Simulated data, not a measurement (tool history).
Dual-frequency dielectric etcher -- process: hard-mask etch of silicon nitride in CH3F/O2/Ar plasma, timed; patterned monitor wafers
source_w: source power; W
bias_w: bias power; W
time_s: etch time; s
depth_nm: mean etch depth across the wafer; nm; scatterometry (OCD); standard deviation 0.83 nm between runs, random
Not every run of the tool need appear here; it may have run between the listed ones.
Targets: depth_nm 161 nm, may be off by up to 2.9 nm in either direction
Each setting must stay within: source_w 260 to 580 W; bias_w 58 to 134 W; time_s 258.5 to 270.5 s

run 1 hour=0 | source_w=420 bias_w=96 time_s=258.5 | depth_nm=193.54
run 2 hour=5.7 | source_w=420 bias_w=111 time_s=258.5 | depth_nm=202.45
run 3 hour=8.3 | source_w=420 bias_w=101 time_s=258.5 | depth_nm=197.54
run 4 hour=12 | source_w=380 bias_w=95 time_s=258.5 | depth_nm=185.97
run 5 hour=21 | source_w=380 bias_w=95 time_s=270.5 | depth_nm=193.34
run 6 hour=29.7 | source_w=380 bias_w=95 time_s=270.5 | depth_nm=191.76
run 7 hour=38.3 | source_w=350 bias_w=92 time_s=270 | depth_nm=182.58
-- hour=39.8 source power generator calibrated
run 8 hour=39.8 | source_w=270 bias_w=81 time_s=268.5 | depth_nm=149.73
run 9 hour=46.7 | source_w=280 bias_w=81 time_s=268.5 | depth_nm=153

Which of these 5 next moves meets every target?
run A hour=53.6 | source_w=330 bias_w=79 time_s=270.5 | depth_nm=?
run B hour=53.6 | source_w=360 bias_w=58 time_s=260 | depth_nm=?
run C hour=53.6 | source_w=270 bias_w=89 time_s=267.5 | depth_nm=?
run D hour=53.6 | source_w=340 bias_w=80 time_s=258.5 | depth_nm=?
run E hour=53.6 | source_w=360 bias_w=81 time_s=261.5 | depth_nm=?

move=A depth_nm=165.72
move=B depth_nm=151.4
move=C depth_nm=153.16
move=D depth_nm=161.47
move=E depth_nm=168.81
A: takes the result that was furthest off past its target
B: misses by more than the last run did
C: about as far from the targets as the last run
D: every result within its allowed miss
E: takes the result that was furthest off past its target
Go with D: it meets all targets.
